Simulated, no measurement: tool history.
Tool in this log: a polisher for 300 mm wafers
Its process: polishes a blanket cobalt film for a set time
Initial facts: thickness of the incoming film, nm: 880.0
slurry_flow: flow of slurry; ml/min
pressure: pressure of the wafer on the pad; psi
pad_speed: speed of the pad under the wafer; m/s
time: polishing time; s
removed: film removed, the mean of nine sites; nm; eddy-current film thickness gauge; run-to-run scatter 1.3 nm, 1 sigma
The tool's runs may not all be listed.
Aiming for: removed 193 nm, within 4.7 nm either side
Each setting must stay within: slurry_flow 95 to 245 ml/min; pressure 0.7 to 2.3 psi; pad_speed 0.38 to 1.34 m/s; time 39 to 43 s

run 1 hour=0 | slurry_flow=155 pressure=1.5 pad_speed=0.86 time=43 | removed=139.01
run 2 hour=3.5 | slurry_flow=165 pressure=1.6 pad_speed=0.86 time=43 | removed=148.42
run 3 hour=10.8 | slurry_flow=165 pressure=1.6 pad_speed=0.72 time=43 | removed=128.75
run 4 hour=13.4 | slurry_flow=165 pressure=1.6 pad_speed=0.64 time=43 | removed=119.26
run 5 hour=18.2 | slurry_flow=165 pressure=1.6 pad_speed=0.5 time=43 | removed=96.596
run 6 hour=25.7 | slurry_flow=180 pressure=1.8 pad_speed=0.52 time=43 | removed=111.87
run 7 hour=32.4 | slurry_flow=180 pressure=1.9 pad_speed=0.58 time=43 | removed=131.19
run 8 hour=36.7 | slurry_flow=180 pressure=2 pad_speed=0.6 time=43 | removed=137.49
run 9 hour=44.5 | slurry_flow=180 pressure=2 pad_speed=0.6 time=43 | removed=140.01
run 10 hour=51.6 | slurry_flow=185 pressure=2.1 pad_speed=0.62 time=43 | removed=150.76
run 11 hour=55.3 | slurry_flow=190 pressure=2.2 pad_speed=0.64 time=43 | removed=161.48

Of the 4 settings listed for the next run, only one would bring every result within its allowed miss of target. Which one?
run A hour=59 | slurry_flow=190 pressure=2.3 pad_speed=0.78 time=42 | removed=?
run B hour=59 | slurry_flow=185 pressure=2 pad_speed=0.56 time=41 | removed=?
run C hour=59 | slurry_flow=215 pressure=2.1 pad_speed=0.56 time=40 | removed=?
run D hour=59 | slurry_flow=205 pressure=2.1 pad_speed=0.66 time=39 | removed=?

move=A removed=192.09
move=B removed=126.02
move=C removed=131.09
move=D removed=144.41
A: all results land within tolerance of their targets
B: misses by more than the last run did
C: misses by more than the last run did
D: misses by more than the last run did
Correct choice: A, which meets every target
